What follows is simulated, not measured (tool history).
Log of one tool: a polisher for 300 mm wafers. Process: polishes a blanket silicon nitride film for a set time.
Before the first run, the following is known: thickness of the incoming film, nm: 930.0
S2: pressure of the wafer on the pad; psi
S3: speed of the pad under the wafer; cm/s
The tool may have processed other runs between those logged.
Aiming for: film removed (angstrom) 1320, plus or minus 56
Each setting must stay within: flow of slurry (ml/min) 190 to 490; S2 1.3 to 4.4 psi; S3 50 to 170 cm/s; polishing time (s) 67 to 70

Run 1, hour 0: flow of slurry (ml/min) 315, S2 2.8 psi, S3 110 cm/s, polishing time (s) 67. Result: film removed (angstrom) 876.48.
Run 2, hour 7.5: flow of slurry (ml/min) 315, S2 2.8 psi, S3 110 cm/s, polishing time (s) 67. Result: film removed (angstrom) 919.98.
Run 3, hour 14.5: flow of slurry (ml/min) 315, S2 2.9 psi, S3 110 cm/s, polishing time (s) 67. Result: film removed (angstrom) 931.14.
Run 4, hour 19.2: flow of slurry (ml/min) 245, S2 2.9 psi, S3 110 cm/s, polishing time (s) 67. Result: film removed (angstrom) 907.67.
Run 5, hour 19.9: flow of slurry (ml/min) 245, S2 2.9 psi, S3 110 cm/s, polishing time (s) 67. Result: film removed (angstrom) 914.99.
At hour 24.1: head pressure recalibrated.
Run 6, hour 24.1: flow of slurry (ml/min) 245, S2 3 psi, S3 110 cm/s, polishing time (s) 67. Result: film removed (angstrom) 854.74.
Run 7, hour 31.1: flow of slurry (ml/min) 260, S2 3.1 psi, S3 114 cm/s, polishing time (s) 67. Result: film removed (angstrom) 915.19.
Run 8, hour 34.5: flow of slurry (ml/min) 265, S2 3.2 psi, S3 120 cm/s, polishing time (s) 67. Result: film removed (angstrom) 947.05.
Run 9, hour 35.5: flow of slurry (ml/min) 265, S2 4 psi, S3 126 cm/s, polishing time (s) 67. Result: film removed (angstrom) 1254.3.

Which one of the following 5 next-run settings gets every result inside its allowed miss? There is exactly one.
Run A, hour 36.5: flow of slurry (ml/min) 310, S2 4.1 psi, S3 96 cm/s, polishing time (s) 70. Result: film removed (angstrom) ?.
Run B, hour 36.5: flow of slurry (ml/min) 250, S2 4 psi, S3 116 cm/s, polishing time (s) 68. Result: film removed (angstrom) ?.
Run C, hour 36.5: flow of slurry (ml/min) 230, S2 4 psi, S3 118 cm/s, polishing time (s) 69. Result: film removed (angstrom) ?.
Run D, hour 36.5: flow of slurry (ml/min) 255, S2 3.8 psi, S3 144 cm/s, polishing time (s) 70. Result: film removed (angstrom) ?.
Run E, hour 36.5: flow of slurry (ml/min) 190, S2 3.4 psi, S3 164 cm/s, polishing time (s) 67. Result: film removed (angstrom) ?.

move  film removed (angstrom)
   A                   1159.1
   B                   1202.1
   C                   1224.7
   D                   1335.8
   E                   1216.4
A: moves away from the targets compared with the last run
B: moves away from the targets compared with the last run
C: moves away from the targets compared with the last run
D: hits every target within its allowed miss
E: moves away from the targets compared with the last run
Go with D: it meets all targets.
